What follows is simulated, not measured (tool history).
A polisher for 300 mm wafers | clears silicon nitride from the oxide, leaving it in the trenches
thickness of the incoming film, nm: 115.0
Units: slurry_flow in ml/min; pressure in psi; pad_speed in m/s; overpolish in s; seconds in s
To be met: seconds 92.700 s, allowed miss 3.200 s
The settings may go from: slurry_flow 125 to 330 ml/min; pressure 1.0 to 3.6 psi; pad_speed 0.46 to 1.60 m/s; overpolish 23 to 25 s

run	hour	slurry_flow	pressure	pad_speed	overpolish	seconds
1	0.0	210	2.3	1.02	23	168.100
2	4.6	210	2.3	0.80	23	209.840
3	8.1	255	2.3	0.80	23	203.240
4	16.6	255	2.3	0.80	25	206.130
5	19.5	255	2.3	1.06	25	157.800
6	22.7	225	2.3	1.06	25	160.930
7	28.4	225	2.7	1.06	25	137.300
8	35.6	230	3.0	1.06	25	123.910
9	38.8	230	3.2	1.08	25	112.570
10	42.5	230	3.3	1.10	25	106.860
11	48.5	230	3.4	1.10	25	104.520
12	56.7	230	3.5	1.12	25	98.884

Which of these 5 next moves meets every target?
A	64.9	165	3.0	1.28	25	?
B	64.9	215	3.4	1.36	25	?
C	64.9	260	3.5	1.20	24	?
D	64.9	185	3.6	1.10	25	?
E	64.9	230	3.6	1.10	25	?

move	seconds
A	106.210
B	85.207
C	91.536
D	101.150
E	98.255
A: further off than the last run
B: takes the result that was furthest off past its target
C: meets every target
D: further off than the last run
E: nearer than the last run, and not there yet
The right move is C.
